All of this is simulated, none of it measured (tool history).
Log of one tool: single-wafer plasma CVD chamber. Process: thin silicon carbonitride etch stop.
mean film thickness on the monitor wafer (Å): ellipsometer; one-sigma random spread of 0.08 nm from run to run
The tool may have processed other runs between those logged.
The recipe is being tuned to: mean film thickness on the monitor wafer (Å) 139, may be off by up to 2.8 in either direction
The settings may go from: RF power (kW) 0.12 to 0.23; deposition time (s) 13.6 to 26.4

run  hour  RF power (kW)  deposition time (s)  mean film thickness on the monitor wafer (Å)
  1     0          0.175                   20                                        111.45
  2   4.6          0.155                   20                                        106.72
  3   9.6          0.175                   20                                        111.56
  4  11.9          0.175                 21.9                                        121.14
  5  17.1          0.175                 23.5                                        130.46
  6  22.6           0.18                 23.6                                        132.23
  7  27.1          0.185                 23.7                                        132.89
  8  34.6          0.185                 23.8                                        132.78

Next run, 5 choices. One meets every target within its allowed miss, the rest don't. Which?
  A  42.1           0.19                 23.7                                             ?
  B  42.1          0.175                 24.2                                             ?
  C  42.1          0.195                 23.4                                             ?
  D  42.1            0.2                 24.4                                             ?
  E  42.1          0.175                 21.9                                             ?

move  mean film thickness on the monitor wafer (Å)
   A                                        135.14
   B                                        135.01
   C                                        134.35
   D                                        141.05
   E                                        122.18
A: closer than the last run, but not yet in spec
B: closer than the last run, but not yet in spec
C: closer than the last run, but not yet in spec
D: meets every target
E: lands further from the targets than the last run did
Move D is the one to make.
